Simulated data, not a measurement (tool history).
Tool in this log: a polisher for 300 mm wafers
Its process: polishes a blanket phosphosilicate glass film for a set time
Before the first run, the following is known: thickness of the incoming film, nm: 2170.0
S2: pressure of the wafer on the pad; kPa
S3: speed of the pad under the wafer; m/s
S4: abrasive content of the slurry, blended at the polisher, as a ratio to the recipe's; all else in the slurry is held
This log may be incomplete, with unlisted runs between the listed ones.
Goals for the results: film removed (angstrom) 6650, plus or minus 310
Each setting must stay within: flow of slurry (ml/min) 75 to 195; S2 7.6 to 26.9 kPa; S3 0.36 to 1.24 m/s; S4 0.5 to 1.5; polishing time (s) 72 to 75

{"run": 1, "day": 0.0, "flow of slurry (ml/min)": 125, "S2": 17.2, "S3": 0.8, "S4": 1, "polishing time (s)": 72, "film removed (angstrom)": 4741.3}
{"run": 2, "day": 0.167, "flow of slurry (ml/min)": 125, "S2": 17.2, "S3": 0.8, "S4": 1, "polishing time (s)": 75, "film removed (angstrom)": 5063.7}
{"run": 3, "day": 0.479, "flow of slurry (ml/min)": 125, "S2": 17.2, "S3": 0.8, "S4": 1.1, "polishing time (s)": 75, "film removed (angstrom)": 5219}
{"run": 4, "day": 0.658, "flow of slurry (ml/min)": 125, "S2": 17.9, "S3": 0.8, "S4": 1.1, "polishing time (s)": 75, "film removed (angstrom)": 5438.8}
{"run": 5, "day": 0.767, "flow of slurry (ml/min)": 125, "S2": 18.6, "S3": 0.8, "S4": 1.1, "polishing time (s)": 75, "film removed (angstrom)": 5425.4}
{"run": 6, "day": 0.875, "flow of slurry (ml/min)": 125, "S2": 18.6, "S3": 0.62, "S4": 1.1, "polishing time (s)": 75, "film removed (angstrom)": 4453.8}
{"run": 7, "day": 1.05, "flow of slurry (ml/min)": 125, "S2": 20, "S3": 0.62, "S4": 1.1, "polishing time (s)": 75, "film removed (angstrom)": 4787.6}
{"run": 8, "day": 1.317, "flow of slurry (ml/min)": 125, "S2": 21.4, "S3": 0.62, "S4": 1.1, "polishing time (s)": 75, "film removed (angstrom)": 5010}
{"run": 9, "day": 1.65, "flow of slurry (ml/min)": 125, "S2": 21.4, "S3": 0.62, "S4": 1.1, "polishing time (s)": 75, "film removed (angstrom)": 5040.7}
{"run": 10, "day": 1.812, "flow of slurry (ml/min)": 125, "S2": 22.1, "S3": 0.62, "S4": 1.1, "polishing time (s)": 75, "film removed (angstrom)": 5036}
{"run": 11, "day": 1.854, "flow of slurry (ml/min)": 125, "S2": 22.8, "S3": 0.64, "S4": 1.1, "polishing time (s)": 75, "film removed (angstrom)": 5254.3}
{"run": 12, "day": 2.15, "flow of slurry (ml/min)": 125, "S2": 23.4, "S3": 0.66, "S4": 1.1, "polishing time (s)": 75, "film removed (angstrom)": 5636}
{"run": 13, "day": 2.179, "flow of slurry (ml/min)": 125, "S2": 24.1, "S3": 0.66, "S4": 1.1, "polishing time (s)": 75, "film removed (angstrom)": 5629}

Below are 4 possible settings for the next run. Only one of them brings all results inside the allowed miss of their targets. Which is it?
{"run": "A", "day": 2.208, "flow of slurry (ml/min)": 140, "S2": 24.1, "S3": 0.7, "S4": 1.3, "polishing time (s)": 75, "film removed (angstrom)": "?"}
{"run": "B", "day": 2.208, "flow of slurry (ml/min)": 120, "S2": 23.4, "S3": 0.82, "S4": 1.35, "polishing time (s)": 75, "film removed (angstrom)": "?"}
{"run": "C", "day": 2.208, "flow of slurry (ml/min)": 115, "S2": 26.9, "S3": 0.78, "S4": 1.2, "polishing time (s)": 75, "film removed (angstrom)": "?"}
{"run": "D", "day": 2.208, "flow of slurry (ml/min)": 125, "S2": 26.2, "S3": 0.78, "S4": 1.25, "polishing time (s)": 75, "film removed (angstrom)": "?"}

move=A film_removed_(angstrom)=6716.2
move=B film_removed_(angstrom)=7322.2
move=C film_removed_(angstrom)=7368.2
move=D film_removed_(angstrom)=7489
A: in spec on every target
B: takes the result that was furthest off past its target
C: takes the result that was furthest off past its target
D: takes the result that was furthest off past its target
A meets every target.

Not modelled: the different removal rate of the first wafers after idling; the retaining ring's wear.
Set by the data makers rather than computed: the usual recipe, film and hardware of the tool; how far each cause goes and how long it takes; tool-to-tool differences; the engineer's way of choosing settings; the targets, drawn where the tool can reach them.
